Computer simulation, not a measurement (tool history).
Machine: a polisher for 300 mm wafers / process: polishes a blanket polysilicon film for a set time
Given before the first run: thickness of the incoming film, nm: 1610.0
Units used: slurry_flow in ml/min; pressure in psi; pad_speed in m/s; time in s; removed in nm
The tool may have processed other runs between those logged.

run 1 hour=0 | slurry_flow=155 pressure=2.9 pad_speed=1.18 time=73 | removed=779.65
run 2 hour=8.1 | slurry_flow=155 pressure=2.9 pad_speed=1.02 time=73 | removed=664.95
run 3 hour=13.8 | slurry_flow=160 pressure=3.1 pad_speed=1.02 time=73 | removed=702.2
run 4 hour=16.7 | slurry_flow=160 pressure=3.3 pad_speed=1.02 time=73 | removed=735.08
run 5 hour=22 | slurry_flow=160 pressure=3.5 pad_speed=1.02 time=73 | removed=748.78
-- hour=26.1 head pressure recalibrated
run 6 hour=26.1 | slurry_flow=160 pressure=3 pad_speed=1.02 time=73 | removed=650.3
run 7 hour=30.1 | slurry_flow=155 pressure=3.2 pad_speed=1.02 time=73 | removed=680.31
run 8 hour=31.3 | slurry_flow=175 pressure=3.3 pad_speed=1.02 time=73 | removed=708.92

For run 9, what comes out?
run 9 hour=37 | slurry_flow=175 pressure=3.5 pad_speed=1.02 time=73 | removed=?

removed: 727.83 nm
